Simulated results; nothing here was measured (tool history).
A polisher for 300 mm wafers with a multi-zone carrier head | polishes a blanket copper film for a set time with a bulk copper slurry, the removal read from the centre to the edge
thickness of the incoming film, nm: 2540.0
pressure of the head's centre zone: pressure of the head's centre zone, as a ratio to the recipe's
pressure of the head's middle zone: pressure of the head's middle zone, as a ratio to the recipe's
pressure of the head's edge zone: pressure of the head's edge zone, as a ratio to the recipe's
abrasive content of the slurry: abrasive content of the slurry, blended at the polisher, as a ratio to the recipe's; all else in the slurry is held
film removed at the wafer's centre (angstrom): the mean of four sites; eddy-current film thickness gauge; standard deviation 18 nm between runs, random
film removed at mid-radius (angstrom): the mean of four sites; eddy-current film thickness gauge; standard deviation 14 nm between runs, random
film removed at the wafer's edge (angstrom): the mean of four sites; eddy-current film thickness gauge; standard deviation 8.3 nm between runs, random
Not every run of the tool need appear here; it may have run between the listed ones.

| run | hour | flow of slurry (ml/min) | pressure of the head's centre zone | pressure of the head's middle zone | pressure of the head's edge zone | abrasive content of the slurry | polishing time (s) | film removed at the wafer's centre (angstrom) | film removed at mid-radius (angstrom) | film removed at the wafer's edge (angstrom) |
|---|---|---|---|---|---|---|---|---|---|---|
| 1 | 0 | 120 | 1 | 1 | 1 | 1 | 74 | 9282.1 | 9527.7 | 9215.3 |
| 2 | 7 | 130 | 1.01 | 1.03 | 1 | 1.05 | 74 | 9593.8 | 9863.3 | 9326 |
| 3 | 10.7 | 155 | 1.01 | 1.03 | 1 | 1.05 | 74 | 10030 | 10340 | 9585.9 |
| 4 | 15.3 | 185 | 1.01 | 1.03 | 1 | 1.05 | 74 | 10454 | 10590 | 9823.5 |
| 5 | 16.4 | 185 | 1.01 | 1.03 | 0.93 | 1.05 | 74 | 10593 | 10753 | 9491.5 |
| 6 | 22.1 | 185 | 1.01 | 1.05 | 0.93 | 1.1 | 75 | 10787 | 11106 | 9618.2 |
| 7 | 30.3 | 185 | 1.01 | 1.07 | 0.93 | 1.15 | 76 | 10559 | 11435 | 9879.5 |

Run 8 has not been measured yet. What should we expect?
| 8 | 37.4 | 185 | 1.11 | 1.17 | 0.83 | 1.35 | 83 | ? | ? | ? |

{"run 8": {"film removed at the wafer's centre (angstrom)": 13683, "film removed at mid-radius (angstrom)": 13774, "film removed at the wafer's edge (angstrom)": 10374}}
